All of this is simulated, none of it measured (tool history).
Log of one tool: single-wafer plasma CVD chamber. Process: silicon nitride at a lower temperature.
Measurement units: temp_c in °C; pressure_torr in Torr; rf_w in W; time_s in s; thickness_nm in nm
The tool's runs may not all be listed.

Run 1, hour 0: temp_c 370 °C, pressure_torr 1.15 Torr, rf_w 395 W, time_s 43.1 s. Result: thickness_nm 57.059 nm.
Run 2, hour 7.4: temp_c 363 °C, pressure_torr 1.15 Torr, rf_w 395 W, time_s 43.1 s. Result: thickness_nm 57.248 nm.
Run 3, hour 11.4: temp_c 363 °C, pressure_torr 1.28 Torr, rf_w 395 W, time_s 43.1 s. Result: thickness_nm 58.626 nm.
Run 4, hour 15.1: temp_c 363 °C, pressure_torr 1.16 Torr, rf_w 375 W, time_s 43.1 s. Result: thickness_nm 55.353 nm.
Run 5, hour 20.7: temp_c 363 °C, pressure_torr 1.24 Torr, rf_w 375 W, time_s 43.1 s. Result: thickness_nm 56.554 nm.
Run 6, hour 23.9: temp_c 363 °C, pressure_torr 1.35 Torr, rf_w 375 W, time_s 43.1 s. Result: thickness_nm 57.801 nm.
Run 7, hour 30: temp_c 363 °C, pressure_torr 1.21 Torr, rf_w 360 W, time_s 43.1 s. Result: thickness_nm 54.727 nm.

Run 8 comes next. What will it give?
At hour 32.5: thermocouple changed; heater temperature recalibrated.
Run 8, hour 32.5: temp_c 363 °C, pressure_torr 1.12 Torr, rf_w 350 W, time_s 43.1 s. Result: thickness_nm ?.

{"run 8": {"thickness_nm": 52.607}}
